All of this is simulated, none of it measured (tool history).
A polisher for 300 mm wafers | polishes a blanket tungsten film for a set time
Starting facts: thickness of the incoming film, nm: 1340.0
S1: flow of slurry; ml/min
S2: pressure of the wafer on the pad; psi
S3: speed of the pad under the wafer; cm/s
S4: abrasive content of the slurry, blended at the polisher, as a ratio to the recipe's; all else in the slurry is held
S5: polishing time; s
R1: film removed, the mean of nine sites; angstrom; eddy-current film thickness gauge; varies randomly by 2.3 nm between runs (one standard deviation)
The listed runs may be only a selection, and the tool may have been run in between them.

{"run": 1, "day": 0.0, "S1": 200, "S2": 4.6, "S3": 118, "S4": 1.0, "S5": 38, "R1": 2701.6}
{"run": 2, "day": 0.254, "S1": 200, "S2": 4.6, "S3": 118, "S4": 0.9, "S5": 38, "R1": 2657.4}
{"run": 3, "day": 0.479, "S1": 200, "S2": 4.7, "S3": 118, "S4": 0.9, "S5": 38, "R1": 2680.0}
{"run": 4, "day": 0.554, "S1": 200, "S2": 4.8, "S3": 118, "S4": 0.9, "S5": 38, "R1": 2660.8}
{"run": 5, "day": 0.754, "S1": 200, "S2": 4.8, "S3": 118, "S4": 0.9, "S5": 38, "R1": 2667.7}
{"run": 6, "day": 1.004, "S1": 200, "S2": 3.8, "S3": 118, "S4": 0.9, "S5": 38, "R1": 2278.5}

Predict the results of run 7:
{"day": 1.288, "done": "head pressure recalibrated"}
{"run": 7, "day": 1.288, "S1": 200, "S2": 4.0, "S3": 118, "S4": 0.9, "S5": 38, "R1": "?"}

{"run 7": {"R1": 2171.3}}

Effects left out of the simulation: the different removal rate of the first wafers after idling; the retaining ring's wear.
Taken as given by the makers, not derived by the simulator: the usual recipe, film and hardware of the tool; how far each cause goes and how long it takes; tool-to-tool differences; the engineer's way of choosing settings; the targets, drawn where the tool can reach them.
